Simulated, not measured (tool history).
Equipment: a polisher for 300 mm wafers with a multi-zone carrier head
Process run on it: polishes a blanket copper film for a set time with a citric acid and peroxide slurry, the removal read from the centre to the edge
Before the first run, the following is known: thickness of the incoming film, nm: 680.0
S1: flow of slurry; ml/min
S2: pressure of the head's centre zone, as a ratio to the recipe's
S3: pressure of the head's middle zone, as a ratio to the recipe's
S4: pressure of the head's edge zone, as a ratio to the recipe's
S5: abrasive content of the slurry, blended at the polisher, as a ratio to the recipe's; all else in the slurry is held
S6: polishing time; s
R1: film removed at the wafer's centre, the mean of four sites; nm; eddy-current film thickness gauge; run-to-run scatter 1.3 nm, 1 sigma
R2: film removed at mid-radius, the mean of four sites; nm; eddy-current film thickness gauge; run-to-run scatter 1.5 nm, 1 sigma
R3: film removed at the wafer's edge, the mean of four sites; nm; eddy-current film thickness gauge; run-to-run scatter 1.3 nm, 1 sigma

{"run": 1, "hour": 0.0, "S1": 320, "S2": 1, "S3": 1, "S4": 1, "S5": 1, "S6": 81, "R1": 138.94, "R2": 143.21, "R3": 148.16}
{"run": 2, "hour": 4.9, "S1": 320, "S2": 1, "S3": 1, "S4": 1, "S5": 1, "S6": 70, "R1": 120.96, "R2": 124.3, "R3": 128.16}
{"run": 3, "hour": 12.6, "S1": 330, "S2": 1.02, "S3": 1.01, "S4": 1.01, "S5": 1.05, "S6": 72, "R1": 128.58, "R2": 130.22, "R3": 132.94}
{"run": 4, "hour": 20.0, "S1": 330, "S2": 1.04, "S3": 1.02, "S4": 1.02, "S5": 1.1, "S6": 74, "R1": 134.77, "R2": 136.09, "R3": 138.75}
{"run": 5, "hour": 20.6, "S1": 340, "S2": 1.06, "S3": 1.02, "S4": 1.03, "S5": 1.15, "S6": 76, "R1": 140.26, "R2": 140.92, "R3": 145.15}
{"run": 6, "hour": 26.7, "S1": 340, "S2": 1.06, "S3": 1.02, "S4": 0.98, "S5": 1.15, "S6": 76, "R1": 140.9, "R2": 140.72, "R3": 142.65}
{"run": 7, "hour": 34.2, "S1": 345, "S2": 1.07, "S3": 1.02, "S4": 0.97, "S5": 1.2, "S6": 78, "R1": 147.78, "R2": 146.54, "R3": 146.56}

Run 8 comes next. What will it give?
{"run": 8, "hour": 42.5, "S1": 415, "S2": 1.17, "S3": 1.07, "S4": 1.07, "S5": 1.45, "S6": 87, "R1": "?", "R2": "?", "R3": "?"}

For run 8 the tool returned R1 184.89 nm, R2 179.85 nm, R3 181.66 nm.

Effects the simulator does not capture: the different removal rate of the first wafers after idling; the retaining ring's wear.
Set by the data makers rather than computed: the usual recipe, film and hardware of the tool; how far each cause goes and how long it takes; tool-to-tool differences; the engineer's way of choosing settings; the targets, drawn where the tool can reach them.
